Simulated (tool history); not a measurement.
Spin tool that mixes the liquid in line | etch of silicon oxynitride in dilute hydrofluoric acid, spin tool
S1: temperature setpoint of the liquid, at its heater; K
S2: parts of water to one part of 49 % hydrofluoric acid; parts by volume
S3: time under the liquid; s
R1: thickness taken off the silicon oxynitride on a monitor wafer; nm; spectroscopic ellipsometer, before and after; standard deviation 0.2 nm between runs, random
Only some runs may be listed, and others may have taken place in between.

run 1 hour=0.0 | S1=295.15 S2=60 S3=305 | R1=17.434
run 2 hour=7.7 | S1=295.15 S2=60 S3=305 | R1=17.137
run 3 hour=11.2 | S1=297.15 S2=55 S3=305 | R1=21.085
run 4 hour=14.8 | S1=297.15 S2=55 S3=305 | R1=20.980
run 5 hour=23.3 | S1=293.65 S2=55 S3=305 | R1=17.628
run 6 hour=24.7 | S1=296.15 S2=50 S3=305 | R1=22.116

Expected results for the next run?
-- hour=30.0 thermometer replaced
run 7 hour=30.0 | S1=300.15 S2=40 S3=305 | R1=?

{"run 7": {"R1": 30.618}}

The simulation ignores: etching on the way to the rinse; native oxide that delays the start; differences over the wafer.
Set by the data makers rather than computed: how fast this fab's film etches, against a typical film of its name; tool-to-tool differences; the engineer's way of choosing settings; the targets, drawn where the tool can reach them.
